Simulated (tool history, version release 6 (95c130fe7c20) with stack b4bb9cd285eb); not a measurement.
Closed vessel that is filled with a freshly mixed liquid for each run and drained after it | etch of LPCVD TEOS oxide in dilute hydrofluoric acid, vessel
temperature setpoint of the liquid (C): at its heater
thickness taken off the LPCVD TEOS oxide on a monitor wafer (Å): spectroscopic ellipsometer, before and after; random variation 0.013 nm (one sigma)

run	hour	temperature setpoint of the liquid (C)	parts of water to one part of 49 % hydrofluoric acid (parts by volume)	time in the liquid (s)	thickness taken off the LPCVD TEOS oxide on a monitor wafer (Å)
1	0.0	21.0	240	30	29.793
2	7.6	20.5	250	30	28.080
3	8.8	20.5	250	30	27.552
4	11.9	18.5	250	30	25.691
5	15.2	18.5	255	30	25.134
6	23.1	20.5	255	30	27.071

Run 7 comes next. What will it give?
7	24.5	20.0	260	30	?

thickness taken off the LPCVD TEOS oxide on a monitor wafer (Å): 26.097
